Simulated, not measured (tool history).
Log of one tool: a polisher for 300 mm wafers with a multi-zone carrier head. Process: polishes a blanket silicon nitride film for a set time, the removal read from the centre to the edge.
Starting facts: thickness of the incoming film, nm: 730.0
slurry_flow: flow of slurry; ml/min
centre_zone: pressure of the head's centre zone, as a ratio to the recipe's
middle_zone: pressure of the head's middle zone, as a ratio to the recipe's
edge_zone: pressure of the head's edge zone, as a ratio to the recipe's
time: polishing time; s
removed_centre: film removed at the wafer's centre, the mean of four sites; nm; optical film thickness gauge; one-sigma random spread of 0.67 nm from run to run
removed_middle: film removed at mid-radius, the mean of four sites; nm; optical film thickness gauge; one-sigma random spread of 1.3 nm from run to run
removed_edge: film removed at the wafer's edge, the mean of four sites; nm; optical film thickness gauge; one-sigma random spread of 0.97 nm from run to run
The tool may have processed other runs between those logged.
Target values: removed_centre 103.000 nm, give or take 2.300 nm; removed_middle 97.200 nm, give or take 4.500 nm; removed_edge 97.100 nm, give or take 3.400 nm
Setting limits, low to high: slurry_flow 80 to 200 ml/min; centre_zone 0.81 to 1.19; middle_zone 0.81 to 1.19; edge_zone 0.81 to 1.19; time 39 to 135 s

| run | day | slurry_flow | centre_zone | middle_zone | edge_zone | time | removed_centre | removed_middle | removed_edge |
|---|---|---|---|---|---|---|---|---|---|
| 1 | 0.000 | 130 | 1.00 | 1.00 | 1.00 | 87 | 141.110 | 140.670 | 137.140 |
| 2 | 0.183 | 130 | 1.00 | 1.00 | 1.00 | 105 | 168.570 | 172.240 | 165.690 |
| 3 | 0.479 | 125 | 0.99 | 0.97 | 0.96 | 93 | 145.690 | 150.220 | 144.650 |
| 4 | 0.825 | 130 | 1.00 | 0.96 | 0.96 | 82 | 133.270 | 132.810 | 131.450 |
| 5 | 1.017 | 130 | 1.04 | 0.96 | 0.96 | 82 | 137.970 | 128.980 | 128.710 |
| 6 | 1.067 | 110 | 1.04 | 0.96 | 0.96 | 82 | 131.220 | 128.990 | 124.640 |
| 7 | 1.275 | 110 | 1.04 | 0.95 | 0.96 | 75 | 120.260 | 112.460 | 114.130 |
| 8 | 1.367 | 105 | 1.04 | 0.95 | 0.95 | 72 | 114.160 | 108.240 | 108.660 |
| 9 | 1.454 | 100 | 1.04 | 0.95 | 0.94 | 71 | 110.040 | 107.350 | 107.540 |
| 10 | 1.742 | 95 | 1.05 | 0.95 | 0.93 | 69 | 107.190 | 102.630 | 101.180 |
| 11 | 1.771 | 80 | 1.04 | 0.92 | 0.91 | 68 | 98.754 | 95.717 | 95.200 |

4 next moves are on the table. One of them brings every result within its allowed miss. Which?
| A | 1.800 | 80 | 1.08 | 1.06 | 0.81 | 71 | ? | ? | ? |
| B | 1.800 | 80 | 0.97 | 0.97 | 0.89 | 69 | ? | ? | ? |
| C | 1.800 | 120 | 1.02 | 0.92 | 0.89 | 64 | ? | ? | ? |
| D | 1.800 | 90 | 1.02 | 0.92 | 0.93 | 73 | ? | ? | ? |

| move | removed_centre | removed_middle | removed_edge |
|---|---|---|---|
| A | 105.990 | 108.490 | 97.354 |
| B | 92.388 | 99.093 | 97.104 |
| C | 101.950 | 98.628 | 96.894 |
| D | 107.030 | 104.630 | 106.480 |
A: takes the biggest miss from the last run beyond its target
B: moves away from the targets compared with the last run
C: all results in spec
D: takes the biggest miss from the last run beyond its target
So the answer is move C, the one that meets all the targets.

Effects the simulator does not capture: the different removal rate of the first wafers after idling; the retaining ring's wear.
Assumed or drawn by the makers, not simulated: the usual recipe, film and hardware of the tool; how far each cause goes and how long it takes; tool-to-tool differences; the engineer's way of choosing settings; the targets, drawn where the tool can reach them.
